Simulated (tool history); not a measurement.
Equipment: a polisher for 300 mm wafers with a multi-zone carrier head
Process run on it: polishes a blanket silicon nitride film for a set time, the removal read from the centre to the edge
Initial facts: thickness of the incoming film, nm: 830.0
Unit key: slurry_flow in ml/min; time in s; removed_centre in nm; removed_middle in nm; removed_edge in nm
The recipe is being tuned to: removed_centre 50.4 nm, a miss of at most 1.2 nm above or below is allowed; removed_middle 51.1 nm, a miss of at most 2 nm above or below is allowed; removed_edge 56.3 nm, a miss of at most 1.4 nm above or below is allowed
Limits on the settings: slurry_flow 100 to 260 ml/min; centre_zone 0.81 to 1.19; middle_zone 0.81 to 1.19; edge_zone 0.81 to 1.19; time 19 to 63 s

{"run": 1, "hour": 0.0, "slurry_flow": 165, "centre_zone": 1, "middle_zone": 1, "edge_zone": 1, "time": 41, "removed_centre": 96.94, "removed_middle": 96.563, "removed_edge": 95.432}
{"run": 2, "hour": 0.8, "slurry_flow": 155, "centre_zone": 0.97, "middle_zone": 0.97, "edge_zone": 0.98, "time": 37, "removed_centre": 83.767, "removed_middle": 83.649, "removed_edge": 83.888}
{"run": 3, "hour": 3.2, "slurry_flow": 145, "centre_zone": 0.94, "middle_zone": 0.94, "edge_zone": 0.97, "time": 35, "removed_centre": 76.547, "removed_middle": 75.384, "removed_edge": 78.467}
{"run": 4, "hour": 4.0, "slurry_flow": 145, "centre_zone": 0.94, "middle_zone": 0.94, "edge_zone": 1.01, "time": 35, "removed_centre": 75.848, "removed_middle": 76.144, "removed_edge": 79.316}
{"run": 5, "hour": 5.3, "slurry_flow": 105, "centre_zone": 0.94, "middle_zone": 0.94, "edge_zone": 1.01, "time": 35, "removed_centre": 69.596, "removed_middle": 70.142, "removed_edge": 74.76}
{"run": 6, "hour": 11.1, "slurry_flow": 105, "centre_zone": 0.92, "middle_zone": 0.93, "edge_zone": 0.99, "time": 33, "removed_centre": 64.381, "removed_middle": 65.244, "removed_edge": 69.439}
{"run": 7, "hour": 18.3, "slurry_flow": 100, "centre_zone": 0.82, "middle_zone": 0.83, "edge_zone": 0.89, "time": 27, "removed_centre": 47.204, "removed_middle": 48.69, "removed_edge": 54.633}
{"run": 8, "hour": 26.8, "slurry_flow": 105, "centre_zone": 0.82, "middle_zone": 0.83, "edge_zone": 0.89, "time": 27, "removed_centre": 48.54, "removed_middle": 50.798, "removed_edge": 55.291}
{"run": 9, "hour": 29.8, "slurry_flow": 120, "centre_zone": 0.84, "middle_zone": 0.81, "edge_zone": 0.91, "time": 27, "removed_centre": 52.254, "removed_middle": 49.851, "removed_edge": 56.937}
{"run": 10, "hour": 35.4, "slurry_flow": 120, "centre_zone": 0.84, "middle_zone": 0.82, "edge_zone": 0.91, "time": 27, "removed_centre": 51.059, "removed_middle": 51.939, "removed_edge": 57.372}
{"hour": 37.5, "done": "edge zone pressure recalibrated"}
{"run": 11, "hour": 37.5, "slurry_flow": 115, "centre_zone": 0.84, "middle_zone": 0.82, "edge_zone": 0.9, "time": 27, "removed_centre": 50.793, "removed_middle": 51.069, "removed_edge": 58.892}
{"run": 12, "hour": 44.9, "slurry_flow": 115, "centre_zone": 0.84, "middle_zone": 0.83, "edge_zone": 0.93, "time": 27, "removed_centre": 50.641, "removed_middle": 50.972, "removed_edge": 58.77}

Consider the 4 candidate settings below. Which is the only one whose results all fall within their allowed miss of target?
{"run": "A", "hour": 52.3, "slurry_flow": 110, "centre_zone": 0.87, "middle_zone": 0.87, "edge_zone": 0.97, "time": 27, "removed_centre": "?", "removed_middle": "?", "removed_edge": "?"}
{"run": "B", "hour": 52.3, "slurry_flow": 130, "centre_zone": 0.88, "middle_zone": 0.9, "edge_zone": 0.95, "time": 25, "removed_centre": "?", "removed_middle": "?", "removed_edge": "?"}
{"run": "C", "hour": 52.3, "slurry_flow": 115, "centre_zone": 0.81, "middle_zone": 0.81, "edge_zone": 0.89, "time": 27, "removed_centre": "?", "removed_middle": "?", "removed_edge": "?"}
{"run": "D", "hour": 52.3, "slurry_flow": 110, "centre_zone": 0.87, "middle_zone": 0.86, "edge_zone": 0.96, "time": 27, "removed_centre": "?", "removed_middle": "?", "removed_edge": "?"}

move=A removed_centre=51.323 removed_middle=51.543 removed_edge=59.83
move=B removed_centre=50.536 removed_middle=51.134 removed_edge=56.764
move=C removed_centre=49.621 removed_middle=49.907 removed_edge=58.573
move=D removed_centre=51.32 removed_middle=51.157 removed_edge=59.608
A: moves away from the targets compared with the last run
B: all results land within tolerance of their targets
C: closes in on the targets versus the last run, not all within tolerance yet
D: moves away from the targets compared with the last run
B meets every target.
